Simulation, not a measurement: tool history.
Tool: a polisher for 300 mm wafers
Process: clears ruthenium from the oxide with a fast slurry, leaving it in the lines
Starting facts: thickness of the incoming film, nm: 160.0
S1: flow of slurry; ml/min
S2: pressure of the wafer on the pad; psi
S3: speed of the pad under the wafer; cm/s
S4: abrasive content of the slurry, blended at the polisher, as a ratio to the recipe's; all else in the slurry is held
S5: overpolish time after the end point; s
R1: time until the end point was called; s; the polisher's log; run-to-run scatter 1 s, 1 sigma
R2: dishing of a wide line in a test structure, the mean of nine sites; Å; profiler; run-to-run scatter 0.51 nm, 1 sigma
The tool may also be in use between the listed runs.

| run | hour | S1 | S2 | S3 | S4 | S5 | R1 | R2 |
|---|---|---|---|---|---|---|---|---|
| 1 | 0 | 160 | 2.6 | 82 | 1 | 28 | 63.975 | 356.5 |
| 2 | 6.3 | 155 | 2.3 | 80 | 1 | 27 | 73.838 | 333.87 |
| 3 | 14.9 | 150 | 2.1 | 78 | 1 | 25 | 83.097 | 296.25 |
| 4 | 21.1 | 150 | 1.6 | 78 | 1 | 25 | 108.92 | 250.89 |
| 5 | 21.9 | 150 | 1.6 | 78 | 1 | 33 | 108.31 | 291.65 |
| 6 | 29.7 | 130 | 1.6 | 78 | 1 | 33 | 109.89 | 276.08 |

For run 7, what comes out?
| 7 | 36.7 | 125 | 1.6 | 78 | 1 | 32 | ? | ? |

{"run 7": {"R1": 110.46, "R2": 281.78}}
